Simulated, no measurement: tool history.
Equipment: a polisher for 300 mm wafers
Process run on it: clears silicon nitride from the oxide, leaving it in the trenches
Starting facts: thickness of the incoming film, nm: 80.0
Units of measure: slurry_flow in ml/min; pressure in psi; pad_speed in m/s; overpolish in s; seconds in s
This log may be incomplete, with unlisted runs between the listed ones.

run 1 hour=0.0 | slurry_flow=260 pressure=2.1 pad_speed=1.20 overpolish=20 | seconds=106.80
run 2 hour=5.1 | slurry_flow=260 pressure=2.1 pad_speed=0.90 overpolish=20 | seconds=143.79
run 3 hour=9.2 | slurry_flow=260 pressure=2.0 pad_speed=0.90 overpolish=20 | seconds=146.81
run 4 hour=10.7 | slurry_flow=260 pressure=2.0 pad_speed=1.18 overpolish=20 | seconds=114.35
run 5 hour=17.3 | slurry_flow=260 pressure=2.0 pad_speed=1.06 overpolish=20 | seconds=128.27
run 6 hour=24.0 | slurry_flow=260 pressure=2.0 pad_speed=1.22 overpolish=20 | seconds=111.34
run 7 hour=32.1 | slurry_flow=260 pressure=1.8 pad_speed=1.20 overpolish=20 | seconds=126.18

The next listed run, before its measurement:
run 8 hour=37.2 | slurry_flow=260 pressure=1.8 pad_speed=1.20 overpolish=20 | seconds=?

Logged for run 8: seconds 124.44 s.
